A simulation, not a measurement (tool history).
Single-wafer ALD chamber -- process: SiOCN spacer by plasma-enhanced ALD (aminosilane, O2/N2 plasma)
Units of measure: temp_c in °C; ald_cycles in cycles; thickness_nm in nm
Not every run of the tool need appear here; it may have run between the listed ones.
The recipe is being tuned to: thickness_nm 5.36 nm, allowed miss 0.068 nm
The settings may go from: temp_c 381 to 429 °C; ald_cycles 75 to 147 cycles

run,hour,temp_c,ald_cycles,thickness_nm
1,0,405,111,6.8604
2,5.5,407,108,6.6289
3,9,407,99,6.0845
4,16.5,409,98,5.9249
5,19.7,411,98,5.9121
6,27.6,413,97,5.771
7,31.8,415,97,5.7902
8,40.9,421,88,5.1095

Next run, 5 choices. One meets every target within its allowed miss, the rest don't. Which?
A,50,426,96,?
B,50,421,94,?
C,50,423,96,?
D,50,427,90,?
E,50,421,92,?

move,thickness_nm
A,5.4674
B,5.4454
C,5.5237
D,5.1081
E,5.3295
A: the result that was furthest off in the last run now lies on the other side of its target
B: the result that was furthest off in the last run now lies on the other side of its target
C: the result that was furthest off in the last run now lies on the other side of its target
D: as far off as the last run
E: hits every target within its allowed miss
E is the move that brings every result within its allowed miss.

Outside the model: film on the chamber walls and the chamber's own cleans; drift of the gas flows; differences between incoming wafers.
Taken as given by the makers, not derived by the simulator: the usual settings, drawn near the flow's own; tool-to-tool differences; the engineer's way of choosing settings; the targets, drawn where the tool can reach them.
